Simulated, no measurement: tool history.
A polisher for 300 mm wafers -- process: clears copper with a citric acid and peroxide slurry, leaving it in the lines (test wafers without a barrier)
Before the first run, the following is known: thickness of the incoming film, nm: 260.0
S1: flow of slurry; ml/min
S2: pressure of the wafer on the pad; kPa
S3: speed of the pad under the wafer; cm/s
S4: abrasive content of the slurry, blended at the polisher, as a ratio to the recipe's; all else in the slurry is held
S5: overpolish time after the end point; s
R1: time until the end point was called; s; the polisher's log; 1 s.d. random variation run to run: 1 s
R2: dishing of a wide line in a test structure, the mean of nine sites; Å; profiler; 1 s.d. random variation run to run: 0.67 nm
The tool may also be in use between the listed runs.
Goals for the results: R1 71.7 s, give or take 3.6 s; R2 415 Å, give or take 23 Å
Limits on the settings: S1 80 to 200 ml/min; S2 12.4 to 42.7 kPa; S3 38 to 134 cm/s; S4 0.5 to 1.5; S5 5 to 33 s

run,day,S1,S2,S3,S4,S5,R1,R2
1,0,130,27.6,86,1,17,83.305,280.41
2,0.375,130,22.1,86,1,17,92.624,262.68
3,0.721,130,26.9,86,1,17,87.461,291.99
4,1.067,130,28.3,86,1,17,80.935,285.1
# day 1.092: slurry blender recalibrated
5,1.092,130,28.3,86,1.15,17,77.699,300
6,1.375,130,28.3,104,1.15,17,68.005,329.9
7,1.738,130,28.3,104,1.15,18,66.049,336.99
8,1.854,130,28.3,104,1.15,19,69.757,350.63

Which one of the following 4 next-run settings gets every result inside its allowed miss? There is exactly one.
A,1.971,105,28.3,88,1,32,?,?
B,1.971,115,24.8,96,1.05,32,?,?
C,1.971,140,25.5,92,1.15,30,?,?
D,1.971,125,29,96,1.15,27,?,?

move,R1,R2
A,82.351,412.96
B,81.029,413.31
C,78.124,408.78
D,71.719,407.25
A: the worst result of the last run now meets its target, but another is out of spec
B: the worst result of the last run now meets its target, but another is out of spec
C: the worst result of the last run now meets its target, but another is out of spec
D: all results in spec
Move D is the one to make.
